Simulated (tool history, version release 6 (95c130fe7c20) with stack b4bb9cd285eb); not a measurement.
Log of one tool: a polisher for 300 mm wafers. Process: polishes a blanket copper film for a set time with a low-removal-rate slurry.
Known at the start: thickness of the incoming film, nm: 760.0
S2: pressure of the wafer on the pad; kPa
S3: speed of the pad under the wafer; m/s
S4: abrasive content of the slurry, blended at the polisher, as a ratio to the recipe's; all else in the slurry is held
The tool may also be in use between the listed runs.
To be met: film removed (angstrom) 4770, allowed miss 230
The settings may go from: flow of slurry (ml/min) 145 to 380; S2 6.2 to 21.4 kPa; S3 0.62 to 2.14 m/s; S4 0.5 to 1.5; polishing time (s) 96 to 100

run 1 day=0 | flow_of_slurry_(ml/min)=245 S2=13.8 S3=1.38 S4=1 polishing_time_(s)=96 | film_removed_(angstrom)=3173.2
run 2 day=0.317 | flow_of_slurry_(ml/min)=245 S2=13.8 S3=1.58 S4=1 polishing_time_(s)=96 | film_removed_(angstrom)=3578
run 3 day=0.646 | flow_of_slurry_(ml/min)=245 S2=15.2 S3=1.6 S4=1 polishing_time_(s)=96 | film_removed_(angstrom)=4093.1
run 4 day=0.712 | flow_of_slurry_(ml/min)=245 S2=13.1 S3=1.6 S4=1 polishing_time_(s)=96 | film_removed_(angstrom)=3493.1
run 5 day=0.812 | flow_of_slurry_(ml/min)=245 S2=14.5 S3=1.62 S4=1 polishing_time_(s)=96 | film_removed_(angstrom)=4040.4
run 6 day=0.883 | flow_of_slurry_(ml/min)=245 S2=14.5 S3=1.62 S4=1.2 polishing_time_(s)=96 | film_removed_(angstrom)=4083.7
run 7 day=1.138 | flow_of_slurry_(ml/min)=245 S2=15.2 S3=1.62 S4=1.2 polishing_time_(s)=96 | film_removed_(angstrom)=4328.1
run 8 day=1.396 | flow_of_slurry_(ml/min)=245 S2=15.9 S3=1.62 S4=1.2 polishing_time_(s)=96 | film_removed_(angstrom)=4513

4 next moves are on the table. One of them brings every result within its allowed miss. Which?
run A day=1.654 | flow_of_slurry_(ml/min)=255 S2=15.2 S3=1.58 S4=1.25 polishing_time_(s)=96 | film_removed_(angstrom)=?
run B day=1.654 | flow_of_slurry_(ml/min)=270 S2=17.2 S3=1.32 S4=1.45 polishing_time_(s)=96 | film_removed_(angstrom)=?
run C day=1.654 | flow_of_slurry_(ml/min)=245 S2=13.8 S3=1.58 S4=1.2 polishing_time_(s)=100 | film_removed_(angstrom)=?
run D day=1.654 | flow_of_slurry_(ml/min)=235 S2=16.5 S3=1.58 S4=1.1 polishing_time_(s)=100 | film_removed_(angstrom)=?

move=A film_removed_(angstrom)=4357.9
move=B film_removed_(angstrom)=4325.6
move=C film_removed_(angstrom)=4081.2
move=D film_removed_(angstrom)=4748.1
A: further off than the last run
B: further off than the last run
C: further off than the last run
D: meets every target
The right move is D.
